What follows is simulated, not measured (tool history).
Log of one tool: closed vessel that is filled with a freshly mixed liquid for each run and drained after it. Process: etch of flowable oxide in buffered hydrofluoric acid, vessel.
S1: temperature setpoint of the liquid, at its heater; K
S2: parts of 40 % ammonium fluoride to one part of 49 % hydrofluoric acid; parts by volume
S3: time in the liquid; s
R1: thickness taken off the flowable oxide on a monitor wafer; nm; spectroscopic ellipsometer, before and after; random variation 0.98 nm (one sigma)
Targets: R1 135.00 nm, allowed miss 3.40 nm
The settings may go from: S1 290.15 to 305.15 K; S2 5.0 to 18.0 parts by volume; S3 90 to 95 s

Run 1, hour 0.0: S1 297.15 K, S2 11.0 parts by volume, S3 90 s. Result: R1 187.00 nm.
Run 2, hour 7.5: S1 295.15 K, S2 11.0 parts by volume, S3 90 s. Result: R1 169.00 nm.
Run 3, hour 8.4: S1 295.15 K, S2 11.0 parts by volume, S3 95 s. Result: R1 176.71 nm.
Run 4, hour 16.5: S1 295.15 K, S2 11.0 parts by volume, S3 95 s. Result: R1 177.38 nm.
Run 5, hour 20.1: S1 293.65 K, S2 11.0 parts by volume, S3 95 s. Result: R1 165.63 nm.
Run 6, hour 28.9: S1 295.15 K, S2 11.0 parts by volume, S3 95 s. Result: R1 176.29 nm.
Run 7, hour 36.8: S1 293.65 K, S2 11.0 parts by volume, S3 95 s. Result: R1 164.46 nm.
Run 8, hour 42.0: S1 290.15 K, S2 11.5 parts by volume, S3 95 s. Result: R1 127.87 nm.

Which of these 4 next moves meets every target?
Run A, hour 47.2: S1 290.65 K, S2 10.5 parts by volume, S3 95 s. Result: R1 ?.
Run B, hour 47.2: S1 290.15 K, S2 10.5 parts by volume, S3 95 s. Result: R1 ?.
Run C, hour 47.2: S1 290.15 K, S2 10.5 parts by volume, S3 90 s. Result: R1 ?.
Run D, hour 47.2: S1 290.15 K, S2 11.0 parts by volume, S3 90 s. Result: R1 ?.

move      R1
   A  145.55
   B  141.45
   C  134.01
   D  128.06
A: takes the result that was furthest off past its target
B: takes the result that was furthest off past its target
C: meets every target
D: as far off as the last run
Answer: C
